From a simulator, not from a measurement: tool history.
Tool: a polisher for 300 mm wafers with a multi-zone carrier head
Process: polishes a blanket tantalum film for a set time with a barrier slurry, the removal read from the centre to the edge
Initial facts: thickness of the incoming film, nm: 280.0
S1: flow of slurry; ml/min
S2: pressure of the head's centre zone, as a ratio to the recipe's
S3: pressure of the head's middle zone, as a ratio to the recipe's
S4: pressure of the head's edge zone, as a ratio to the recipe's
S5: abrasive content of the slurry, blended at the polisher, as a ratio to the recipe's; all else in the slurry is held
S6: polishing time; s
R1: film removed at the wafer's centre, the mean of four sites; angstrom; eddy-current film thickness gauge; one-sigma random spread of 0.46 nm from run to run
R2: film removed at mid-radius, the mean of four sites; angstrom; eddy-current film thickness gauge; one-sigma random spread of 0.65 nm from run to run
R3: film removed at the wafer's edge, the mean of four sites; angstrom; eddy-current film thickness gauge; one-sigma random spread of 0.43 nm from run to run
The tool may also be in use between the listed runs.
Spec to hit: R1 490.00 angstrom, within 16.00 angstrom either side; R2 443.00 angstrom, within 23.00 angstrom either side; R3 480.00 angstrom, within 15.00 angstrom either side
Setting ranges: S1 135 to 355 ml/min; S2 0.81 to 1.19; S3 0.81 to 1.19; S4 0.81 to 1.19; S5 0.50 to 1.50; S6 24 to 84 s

| run | hour | S1 | S2 | S3 | S4 | S5 | S6 | R1 | R2 | R3 |
|---|---|---|---|---|---|---|---|---|---|---|
| 1 | 0.0 | 225 | 1.00 | 1.00 | 1.00 | 1.00 | 54 | 612.62 | 626.02 | 596.72 |
| 2 | 1.4 | 225 | 1.00 | 0.96 | 1.00 | 1.00 | 54 | 616.67 | 597.18 | 602.70 |
| 3 | 6.3 | 220 | 0.98 | 0.93 | 0.96 | 0.85 | 53 | 560.45 | 545.83 | 549.08 |
| 4 | 8.2 | 210 | 0.97 | 0.89 | 0.93 | 0.75 | 53 | 506.35 | 481.84 | 507.04 |
| 5 | 16.7 | 200 | 0.98 | 0.88 | 0.92 | 0.75 | 53 | 520.65 | 485.82 | 499.61 |
| 6 | 25.3 | 200 | 0.98 | 0.88 | 0.86 | 0.75 | 53 | 528.77 | 502.05 | 488.13 |
| 7 | 32.1 | 170 | 0.95 | 0.81 | 0.91 | 0.65 | 53 | 461.38 | 407.30 | 454.78 |
| 8 | 32.7 | 185 | 0.96 | 0.82 | 0.91 | 0.65 | 53 | 464.53 | 436.61 | 459.69 |

Next run, 5 choices. One meets every target within its allowed miss, the rest don't. Which?
| A | 33.3 | 230 | 0.89 | 0.81 | 0.88 | 0.60 | 57 | ? | ? | ? |
| B | 33.3 | 175 | 0.94 | 0.81 | 0.97 | 0.75 | 53 | ? | ? | ? |
| C | 33.3 | 170 | 0.93 | 0.85 | 0.95 | 0.60 | 57 | ? | ? | ? |
| D | 33.3 | 175 | 0.82 | 0.83 | 0.97 | 0.60 | 57 | ? | ? | ? |
| E | 33.3 | 135 | 0.93 | 0.81 | 0.83 | 0.65 | 60 | ? | ? | ? |

| move | R1 | R2 | R3 |
|---|---|---|---|
| A | 469.10 | 440.00 | 479.37 |
| B | 492.00 | 441.46 | 508.05 |
| C | 466.62 | 439.82 | 482.07 |
| D | 419.71 | 433.35 | 488.48 |
| E | 491.65 | 447.87 | 485.33 |
A: closes in on the targets versus the last run, not all within tolerance yet
B: corrects the largest miss of the last run, while another result sits out of spec
C: closes in on the targets versus the last run, not all within tolerance yet
D: misses by more than the last run did
E: every result lands within tolerance
Move E is the one to make.
